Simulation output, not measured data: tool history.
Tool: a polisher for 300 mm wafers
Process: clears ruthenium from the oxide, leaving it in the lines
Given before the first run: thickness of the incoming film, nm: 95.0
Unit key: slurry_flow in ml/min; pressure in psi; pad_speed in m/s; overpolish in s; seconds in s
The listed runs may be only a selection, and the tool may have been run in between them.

run	hour	slurry_flow	pressure	pad_speed	overpolish	seconds
1	0	150	2.3	0.94	9	78.577
2	5.9	150	2	0.94	9	93.228
3	13.9	150	1.8	0.94	9	102.53
4	22.2	150	2.2	0.94	9	81.274
5	30.1	150	2.4	0.94	9	75.197
6	31.8	150	2.4	0.94	9	75.337

Forecast run 7:
7	37.3	150	2.1	0.94	9	?

seconds: 85.809 s
